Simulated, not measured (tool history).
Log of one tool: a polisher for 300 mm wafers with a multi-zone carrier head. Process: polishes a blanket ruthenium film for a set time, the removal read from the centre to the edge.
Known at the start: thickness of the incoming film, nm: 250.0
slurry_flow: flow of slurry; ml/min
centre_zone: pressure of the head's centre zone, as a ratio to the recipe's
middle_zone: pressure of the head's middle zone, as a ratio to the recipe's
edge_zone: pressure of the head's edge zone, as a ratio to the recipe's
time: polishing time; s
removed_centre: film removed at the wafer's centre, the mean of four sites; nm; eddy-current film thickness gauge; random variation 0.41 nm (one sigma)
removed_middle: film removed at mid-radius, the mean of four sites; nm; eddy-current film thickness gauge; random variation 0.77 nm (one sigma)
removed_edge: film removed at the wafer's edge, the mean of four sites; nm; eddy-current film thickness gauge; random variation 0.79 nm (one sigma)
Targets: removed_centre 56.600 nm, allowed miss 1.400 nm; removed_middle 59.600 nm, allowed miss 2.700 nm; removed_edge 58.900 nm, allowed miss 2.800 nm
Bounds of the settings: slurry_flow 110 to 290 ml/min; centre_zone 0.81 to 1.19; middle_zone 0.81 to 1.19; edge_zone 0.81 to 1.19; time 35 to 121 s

run,day,slurry_flow,centre_zone,middle_zone,edge_zone,time,removed_centre,removed_middle,removed_edge
1,0.000,185,1.00,1.00,1.00,78,101.320,105.100,101.090
2,0.125,180,0.97,0.97,0.96,68,85.273,85.182,89.061
3,0.158,205,0.97,0.97,0.96,68,87.523,89.352,89.176
4,0.283,215,0.95,0.97,0.93,59,74.637,78.222,76.621
5,0.550,220,0.94,0.96,0.91,54,69.269,69.504,67.831
6,0.838,220,0.94,0.96,0.95,54,68.031,71.372,69.409
7,1.104,230,0.92,0.94,0.93,52,65.382,65.939,67.007
8,1.129,235,0.90,0.94,0.91,51,62.622,64.837,64.826
9,1.358,235,0.90,0.94,0.91,51,62.401,65.440,65.020

5 next moves are on the table. One of them brings every result within its allowed miss. Which?
A,1.588,235,0.85,0.95,0.91,46,?,?,?
B,1.588,250,0.94,0.93,0.87,46,?,?,?
C,1.588,270,0.99,1.13,0.88,42,?,?,?
D,1.588,170,0.83,0.86,0.99,52,?,?,?
E,1.588,225,0.93,0.97,0.94,45,?,?,?

move,removed_centre,removed_middle,removed_edge
A,54.183,60.364,59.535
B,59.305,59.731,58.674
C,57.151,64.874,54.063
D,56.845,59.826,67.623
E,56.684,59.732,58.860
A: takes the result that was furthest off past its target
B: nearer than the last run, and not there yet
C: brings the result that was furthest off to its target, and leaves another outside
D: brings the result that was furthest off to its target, and leaves another outside
E: meets every target
Move E is the one to make.

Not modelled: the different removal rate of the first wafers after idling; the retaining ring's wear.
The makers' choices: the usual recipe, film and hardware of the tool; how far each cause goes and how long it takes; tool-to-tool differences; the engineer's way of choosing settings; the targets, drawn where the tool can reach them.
